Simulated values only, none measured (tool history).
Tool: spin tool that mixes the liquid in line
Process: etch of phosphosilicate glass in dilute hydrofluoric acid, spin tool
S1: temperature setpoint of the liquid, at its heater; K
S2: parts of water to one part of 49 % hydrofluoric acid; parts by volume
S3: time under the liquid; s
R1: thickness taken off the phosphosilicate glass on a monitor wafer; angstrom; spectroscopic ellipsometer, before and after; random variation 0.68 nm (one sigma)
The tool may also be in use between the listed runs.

run	hour	S1	S2	S3	R1
1	0.0	299.15	40	15	800.95
2	0.7	299.15	25	15	1306.90
3	3.7	299.65	25	15	1333.90
4	4.6	297.15	25	15	1208.10
5	9.7	297.15	25	15	1210.60
# hour 17.8: thermometer replaced
6	17.8	297.15	25	15	1114.50
7	19.9	297.65	25	15	1129.50
8	20.7	298.15	25	15	1171.60
9	26.7	298.65	25	15	1170.80
10	28.2	299.65	25	15	1233.00
11	30.9	300.15	25	15	1246.40
12	35.8	300.65	25	15	1277.90

Forecast run 13:
13	37.4	301.15	25	15	?

Run 13 gave R1 1316.30 angstrom.
